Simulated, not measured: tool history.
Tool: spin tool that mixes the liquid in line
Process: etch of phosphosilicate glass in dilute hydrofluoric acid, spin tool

run	day	temperature setpoint of the liquid (°C)	parts of water to one part of 49 % hydrofluoric acid (parts by volume)	time under the liquid (s)	thickness taken off the phosphosilicate glass on a monitor wafer (nm)
1	0	22	50	45	151.43
2	0.246	21	55	45	130
3	0.546	21	55	50	146.51
4	0.754	23	55	50	156.86
5	1.129	22	60	50	137.55
# day 1.446: thermometer replaced
6	1.446	21	65	50	129.56

Forecast run 7:
7	1.679	20.5	70	50	?

{"run 7": {"thickness taken off the phosphosilicate glass on a monitor wafer (nm)": 116.76}}

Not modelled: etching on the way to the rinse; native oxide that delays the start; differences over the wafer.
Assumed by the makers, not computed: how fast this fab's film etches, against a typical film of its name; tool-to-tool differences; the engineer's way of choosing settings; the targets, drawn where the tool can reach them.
